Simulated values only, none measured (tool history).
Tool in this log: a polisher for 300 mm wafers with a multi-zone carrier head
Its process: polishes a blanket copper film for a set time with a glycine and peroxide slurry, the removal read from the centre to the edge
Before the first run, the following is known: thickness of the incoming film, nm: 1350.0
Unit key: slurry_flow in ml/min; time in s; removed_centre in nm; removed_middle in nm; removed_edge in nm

| run | hour | slurry_flow | centre_zone | middle_zone | edge_zone | time | removed_centre | removed_middle | removed_edge |
|---|---|---|---|---|---|---|---|---|---|
| 1 | 0 | 255 | 1 | 1 | 1 | 69 | 303.47 | 300.07 | 300.85 |
| 2 | 7.2 | 265 | 1.02 | 1.01 | 1.03 | 70 | 322.41 | 311.46 | 313.38 |
| 3 | 13.8 | 265 | 1.02 | 1.01 | 0.95 | 70 | 318.04 | 311.17 | 304.53 |
| 4 | 22.4 | 265 | 1.02 | 1.01 | 0.95 | 77 | 357.8 | 335.57 | 331.37 |
| 5 | 24.7 | 265 | 1.02 | 1.01 | 0.95 | 88 | 403.86 | 390.15 | 374.17 |
| 6 | 25.6 | 255 | 1.02 | 0.99 | 0.95 | 88 | 394.93 | 376.98 | 381.02 |
| 7 | 33.2 | 210 | 1.05 | 0.95 | 0.85 | 86 | 392.25 | 347.06 | 345.86 |

What does the tool deliver on the next run?
| 8 | 36 | 210 | 1.04 | 0.95 | 0.86 | 86 | ? | ? | ? |

{"run 8": {"removed_centre": 394.73, "removed_middle": 349.4, "removed_edge": 346.89}}
